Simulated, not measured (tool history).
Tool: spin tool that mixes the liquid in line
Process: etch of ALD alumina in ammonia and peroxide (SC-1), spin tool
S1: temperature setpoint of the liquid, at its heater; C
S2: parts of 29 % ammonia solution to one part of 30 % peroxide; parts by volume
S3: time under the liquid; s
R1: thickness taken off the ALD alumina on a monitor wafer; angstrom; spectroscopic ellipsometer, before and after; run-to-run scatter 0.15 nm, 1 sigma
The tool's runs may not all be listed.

{"run": 1, "hour": 0.0, "S1": 56, "S2": 0.55, "S3": 270, "R1": 196.17}
{"run": 2, "hour": 7.9, "S1": 52, "S2": 0.55, "S3": 270, "R1": 157.48}
{"run": 3, "hour": 10.4, "S1": 54, "S2": 0.55, "S3": 270, "R1": 175.37}
{"run": 4, "hour": 16.7, "S1": 54, "S2": 0.4, "S3": 270, "R1": 169.1}
{"run": 5, "hour": 22.5, "S1": 54, "S2": 0.4, "S3": 270, "R1": 170.14}
{"run": 6, "hour": 26.7, "S1": 55.5, "S2": 0.4, "S3": 270, "R1": 185.04}
{"run": 7, "hour": 30.5, "S1": 56.5, "S2": 0.4, "S3": 270, "R1": 194.15}
{"run": 8, "hour": 34.6, "S1": 57.5, "S2": 0.4, "S3": 270, "R1": 207.52}
{"run": 9, "hour": 41.5, "S1": 58, "S2": 0.4, "S3": 270, "R1": 213}

Expected results for the next run?
{"run": 10, "hour": 48.7, "S1": 58.5, "S2": 0.4, "S3": 270, "R1": "?"}

{"run 10": {"R1": 214.82}}

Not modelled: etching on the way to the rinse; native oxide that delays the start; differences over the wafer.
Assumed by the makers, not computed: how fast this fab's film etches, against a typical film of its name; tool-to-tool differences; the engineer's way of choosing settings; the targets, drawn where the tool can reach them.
